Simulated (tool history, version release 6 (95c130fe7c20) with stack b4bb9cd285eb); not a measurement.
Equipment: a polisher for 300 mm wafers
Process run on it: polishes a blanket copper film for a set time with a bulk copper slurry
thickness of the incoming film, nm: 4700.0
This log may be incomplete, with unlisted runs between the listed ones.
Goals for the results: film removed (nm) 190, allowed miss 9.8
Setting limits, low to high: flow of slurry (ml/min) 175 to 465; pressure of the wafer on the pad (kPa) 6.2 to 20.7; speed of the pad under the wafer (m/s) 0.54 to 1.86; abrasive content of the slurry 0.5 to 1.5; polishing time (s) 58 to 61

run,day,flow of slurry (ml/min),pressure of the wafer on the pad (kPa),speed of the pad under the wafer (m/s),abrasive content of the slurry,polishing time (s),film removed (nm)
1,0,295,13.1,1.18,1,58,369.45
2,0.1,295,11.7,1.14,1,58,314.97
3,0.238,295,11.7,1.14,1,61,331.95
4,0.262,295,11.7,1.24,1,61,369.23
5,0.575,345,11.7,1.24,1,61,363.09
6,0.867,345,10.3,1.18,1,61,315.26
7,1.067,345,9.7,1.12,1,61,276.22
8,1.175,345,9,1.1,1,61,253.09
9,1.267,345,8.3,1.08,1,61,231.3
10,1.329,345,6.2,1.04,1,61,169.53
11,1.55,345,6.2,1.04,1,61,170.57
12,1.588,345,7.6,1.06,1,61,208.63
13,1.733,340,7.6,1.06,1,61,207.47
14,1.971,335,7.6,1.06,1,61,201.78
15,2.104,335,7.6,1.06,1,61,200.9
16,2.35,330,7.6,1.06,1,61,208.59

Exercise: of the 5 proposed moves below, exactly one satisfies all targets within the stated allowed misses. Which move is it?
A,2.596,420,6.9,1.04,1.05,60,?
B,2.596,340,7.6,1.1,0.95,59,?
C,2.596,385,8.3,1.12,0.9,59,?
D,2.596,320,9.7,0.94,1.05,61,?
E,2.596,350,6.2,1.06,1.05,58,?

move,film removed (nm)
A,195
B,214.09
C,236.72
D,242.52
E,171.51
A: all results land within tolerance of their targets
B: further off than the last run
C: further off than the last run
D: further off than the last run
E: the result that was furthest off in the last run now lies on the other side of its target
A is the move that brings every result within its allowed miss.
